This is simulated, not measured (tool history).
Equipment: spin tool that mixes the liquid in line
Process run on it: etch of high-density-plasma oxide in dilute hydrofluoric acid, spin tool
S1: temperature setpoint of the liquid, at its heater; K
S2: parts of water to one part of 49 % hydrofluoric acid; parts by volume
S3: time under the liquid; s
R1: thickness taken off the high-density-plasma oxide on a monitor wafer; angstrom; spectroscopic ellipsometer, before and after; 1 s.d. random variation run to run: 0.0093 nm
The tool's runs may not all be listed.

{"run": 1, "hour": 0.0, "S1": 293.15, "S2": 195, "S3": 70, "R1": 25.321}
{"run": 2, "hour": 2.9, "S1": 293.15, "S2": 195, "S3": 70, "R1": 25.656}
{"run": 3, "hour": 10.1, "S1": 293.15, "S2": 145, "S3": 70, "R1": 35.938}
{"run": 4, "hour": 16.0, "S1": 292.65, "S2": 160, "S3": 70, "R1": 31.475}
{"run": 5, "hour": 23.6, "S1": 292.65, "S2": 105, "S3": 70, "R1": 50.942}
{"run": 6, "hour": 30.1, "S1": 292.65, "S2": 60, "S3": 70, "R1": 93.139}
{"run": 7, "hour": 33.5, "S1": 292.15, "S2": 80, "S3": 70, "R1": 66.515}
{"run": 8, "hour": 41.3, "S1": 292.15, "S2": 95, "S3": 70, "R1": 55.638}
{"run": 9, "hour": 48.6, "S1": 292.15, "S2": 110, "S3": 70, "R1": 47.31}
{"run": 10, "hour": 53.8, "S1": 292.15, "S2": 110, "S3": 70, "R1": 46.969}
{"run": 11, "hour": 57.7, "S1": 292.15, "S2": 120, "S3": 70, "R1": 42.799}

Estimate the outcome of run 12 from the log above:
{"run": 12, "hour": 58.9, "S1": 292.15, "S2": 130, "S3": 70, "R1": "?"}

R1: 38.733 angstrom

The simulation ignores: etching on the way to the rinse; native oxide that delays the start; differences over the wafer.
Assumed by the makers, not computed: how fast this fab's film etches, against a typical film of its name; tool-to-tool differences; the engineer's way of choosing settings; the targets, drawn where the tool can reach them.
